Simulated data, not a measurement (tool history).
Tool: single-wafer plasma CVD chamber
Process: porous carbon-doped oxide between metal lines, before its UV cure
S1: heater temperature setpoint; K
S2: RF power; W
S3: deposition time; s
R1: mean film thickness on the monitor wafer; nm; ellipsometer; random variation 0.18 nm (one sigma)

run  hour      S1   S2    S3      R1
  1     0  588.15  545  16.2  87.118
  2   1.2  597.15  545  16.2  83.538
  3  10.2  587.15  545  16.2  87.556
  4  19.1  581.15  545  16.2  90.081
  5  24.8  581.15  605  16.2  98.022
  6  33.6  584.15  590  16.2  94.738
  7  38.2  586.15  575  16.2  92.053
  8  45.3  588.15  565  16.2  89.633
  9  49.7  590.15  555  16.2  87.968
 10  56.9  592.15  545  16.2  85.962
 11  57.9  594.15  535  16.2  83.717
 12  59.5  596.15  530  16.2   82.22
 13  60.2  597.15  525  16.2  81.605

The next listed run, before its measurement:
 14  64.9  598.15  520  16.2   ?

{"run 14": {"R1": 80.19}}

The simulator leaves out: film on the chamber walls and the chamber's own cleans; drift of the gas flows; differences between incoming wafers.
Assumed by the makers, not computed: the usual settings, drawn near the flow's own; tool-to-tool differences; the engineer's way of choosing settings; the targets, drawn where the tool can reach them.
